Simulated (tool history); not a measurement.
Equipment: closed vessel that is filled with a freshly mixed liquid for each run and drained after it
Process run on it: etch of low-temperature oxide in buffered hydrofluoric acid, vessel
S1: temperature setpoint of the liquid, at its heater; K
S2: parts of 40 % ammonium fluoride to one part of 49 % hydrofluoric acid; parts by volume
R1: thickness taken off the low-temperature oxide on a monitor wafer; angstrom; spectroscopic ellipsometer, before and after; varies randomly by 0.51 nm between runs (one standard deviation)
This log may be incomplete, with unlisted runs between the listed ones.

Run 1, hour 0.0: S1 296.15 K, S2 22.0 parts by volume, time in the liquid (s) 30. Result: R1 413.41 angstrom.
Run 2, hour 6.7: S1 296.15 K, S2 22.0 parts by volume, time in the liquid (s) 30. Result: R1 407.28 angstrom.
Run 3, hour 13.5: S1 297.15 K, S2 21.5 parts by volume, time in the liquid (s) 30. Result: R1 441.39 angstrom.
Run 4, hour 16.9: S1 297.15 K, S2 21.5 parts by volume, time in the liquid (s) 30. Result: R1 443.02 angstrom.
Run 5, hour 18.4: S1 297.15 K, S2 21.5 parts by volume, time in the liquid (s) 30. Result: R1 439.44 angstrom.
Run 6, hour 24.3: S1 297.15 K, S2 21.5 parts by volume, time in the liquid (s) 30. Result: R1 439.88 angstrom.
Run 7, hour 31.1: S1 297.65 K, S2 21.0 parts by volume, time in the liquid (s) 30. Result: R1 462.75 angstrom.
Run 8, hour 38.8: S1 298.15 K, S2 20.5 parts by volume, time in the liquid (s) 30. Result: R1 482.26 angstrom.

For run 9, what comes out?
Run 9, hour 44.5: S1 298.65 K, S2 20.0 parts by volume, time in the liquid (s) 30. Result: R1 ?.

R1: 505.89 angstrom
